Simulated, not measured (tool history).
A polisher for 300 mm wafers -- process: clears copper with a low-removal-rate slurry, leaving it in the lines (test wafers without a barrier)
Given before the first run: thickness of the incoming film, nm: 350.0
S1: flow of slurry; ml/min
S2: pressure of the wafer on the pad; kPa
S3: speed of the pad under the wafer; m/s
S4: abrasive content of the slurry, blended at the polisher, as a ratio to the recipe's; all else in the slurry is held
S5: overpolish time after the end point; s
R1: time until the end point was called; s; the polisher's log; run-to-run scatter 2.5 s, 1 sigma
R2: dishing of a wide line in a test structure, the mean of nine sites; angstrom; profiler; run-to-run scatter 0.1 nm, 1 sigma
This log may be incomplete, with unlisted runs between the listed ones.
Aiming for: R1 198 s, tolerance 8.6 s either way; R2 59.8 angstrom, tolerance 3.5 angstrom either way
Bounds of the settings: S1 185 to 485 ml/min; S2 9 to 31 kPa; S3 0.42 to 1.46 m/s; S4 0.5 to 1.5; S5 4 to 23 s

{"run": 1, "hour": 0.0, "S1": 310, "S2": 20, "S3": 0.94, "S4": 1, "S5": 12, "R1": 165.06, "R2": 205.28}
{"run": 2, "hour": 5.8, "S1": 310, "S2": 20, "S3": 1.06, "S4": 1, "S5": 12, "R1": 148.43, "R2": 225.56}
{"run": 3, "hour": 6.5, "S1": 295, "S2": 17.9, "S3": 1.1, "S4": 0.9, "S5": 10, "R1": 163.04, "R2": 176.29}
{"run": 4, "hour": 15.4, "S1": 295, "S2": 15.9, "S3": 1.1, "S4": 0.9, "S5": 10, "R1": 184.95, "R2": 154.07}
{"run": 5, "hour": 20.5, "S1": 320, "S2": 14.5, "S3": 1.1, "S4": 1.05, "S5": 9, "R1": 195.41, "R2": 131.28}
{"run": 6, "hour": 22.4, "S1": 320, "S2": 14.5, "S3": 1.1, "S4": 1.2, "S5": 9, "R1": 188.58, "R2": 140.95}
{"run": 7, "hour": 27.7, "S1": 355, "S2": 13.8, "S3": 1.14, "S4": 1.05, "S5": 8, "R1": 190.19, "R2": 116.77}
{"run": 8, "hour": 34.6, "S1": 385, "S2": 13.8, "S3": 1.16, "S4": 0.95, "S5": 7, "R1": 195.69, "R2": 105.28}
{"run": 9, "hour": 39.7, "S1": 405, "S2": 13.1, "S3": 1.22, "S4": 0.85, "S5": 6, "R1": 196.63, "R2": 92.111}
{"run": 10, "hour": 47.0, "S1": 425, "S2": 12.4, "S3": 1.28, "S4": 0.75, "S5": 6, "R1": 195.9, "R2": 90.505}
{"run": 11, "hour": 51.3, "S1": 440, "S2": 11.7, "S3": 1.32, "S4": 0.7, "S5": 6, "R1": 204.42, "R2": 83.68}
{"run": 12, "hour": 58.1, "S1": 450, "S2": 11.7, "S3": 1.36, "S4": 0.65, "S5": 6, "R1": 197.97, "R2": 84.778}
{"run": 13, "hour": 59.0, "S1": 460, "S2": 11, "S3": 1.38, "S4": 0.6, "S5": 6, "R1": 210.72, "R2": 79.272}
{"run": 14, "hour": 64.5, "S1": 465, "S2": 11, "S3": 1.4, "S4": 0.6, "S5": 6, "R1": 211.98, "R2": 84.616}
{"run": 15, "hour": 68.9, "S1": 435, "S2": 12.4, "S3": 1.3, "S4": 0.6, "S5": 6, "R1": 202.41, "R2": 86.812}
{"run": 16, "hour": 70.1, "S1": 445, "S2": 11.7, "S3": 1.34, "S4": 0.6, "S5": 6, "R1": 206.8, "R2": 83.032}
{"run": 17, "hour": 73.1, "S1": 455, "S2": 11.7, "S3": 1.36, "S4": 0.6, "S5": 6, "R1": 204.18, "R2": 87.083}
{"run": 18, "hour": 77.9, "S1": 425, "S2": 11, "S3": 1.34, "S4": 0.75, "S5": 6, "R1": 207.42, "R2": 79.963}
{"run": 19, "hour": 79.5, "S1": 405, "S2": 10.3, "S3": 1.36, "S4": 0.8, "S5": 6, "R1": 222.59, "R2": 78.639}

Pick the move, out of 5, that brings all results within their allowed miss; only one does.
{"run": "A", "hour": 81.1, "S1": 380, "S2": 10.3, "S3": 1.46, "S4": 0.7, "S5": 6, "R1": "?", "R2": "?"}
{"run": "B", "hour": 81.1, "S1": 435, "S2": 9.7, "S3": 1.26, "S4": 0.85, "S5": 8, "R1": "?", "R2": "?"}
{"run": "C", "hour": 81.1, "S1": 415, "S2": 13.1, "S3": 1.16, "S4": 0.95, "S5": 4, "R1": "?", "R2": "?"}
{"run": "D", "hour": 81.1, "S1": 360, "S2": 13.1, "S3": 1.28, "S4": 0.7, "S5": 6, "R1": "?", "R2": "?"}
{"run": "E", "hour": 81.1, "S1": 420, "S2": 11.7, "S3": 1.26, "S4": 0.75, "S5": 8, "R1": "?", "R2": "?"}

move=A R1=207.66 R2=83.585
move=B R1=246.37 R2=93.48
move=C R1=196.96 R2=59.408
move=D R1=189.02 R2=91.886
move=E R1=209.19 R2=109.83
A: further off than the last run
B: further off than the last run
C: in spec on every target
D: further off than the last run
E: further off than the last run
Move C is the one to make.
